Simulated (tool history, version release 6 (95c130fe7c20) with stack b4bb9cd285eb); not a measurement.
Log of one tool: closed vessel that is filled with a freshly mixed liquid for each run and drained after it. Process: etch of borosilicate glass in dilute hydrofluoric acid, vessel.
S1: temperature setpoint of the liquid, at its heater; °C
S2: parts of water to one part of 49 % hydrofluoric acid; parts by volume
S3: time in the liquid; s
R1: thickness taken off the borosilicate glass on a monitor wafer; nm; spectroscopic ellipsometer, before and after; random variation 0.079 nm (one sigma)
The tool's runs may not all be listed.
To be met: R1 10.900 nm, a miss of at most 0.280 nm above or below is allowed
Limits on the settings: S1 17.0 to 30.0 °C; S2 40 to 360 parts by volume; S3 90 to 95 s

run  hour    S1   S2  S3      R1
  1   0.0  22.0  200  90  18.182
  2   1.3  22.0  200  95  19.312
  3   8.7  22.0  200  90  18.265
  4  13.5  22.0  200  90  18.176
  5  20.4  21.0  210  90  16.509
  6  22.3  23.5  210  90  18.458
  7  26.3  22.5  215  90  17.097
  8  27.7  21.5  220  90  15.798
  9  34.1  21.5  220  90  15.891

Of the 4 settings listed for the next run, only one would bring every result within its allowed miss of target. Which one?
  A  40.5  19.5  265  90   ?
  B  40.5  19.0  275  90   ?
  C  40.5  21.5  310  90   ?
  D  40.5  19.5  270  90   ?

move      R1
   A  11.796
   B  11.056
   C  10.412
   D  11.525
A: nearer the targets than the last run, but a result is still out of spec
B: every result within its allowed miss
C: the result that was furthest off in the last run now lies on the other side of its target
D: nearer the targets than the last run, but a result is still out of spec
B meets every target.
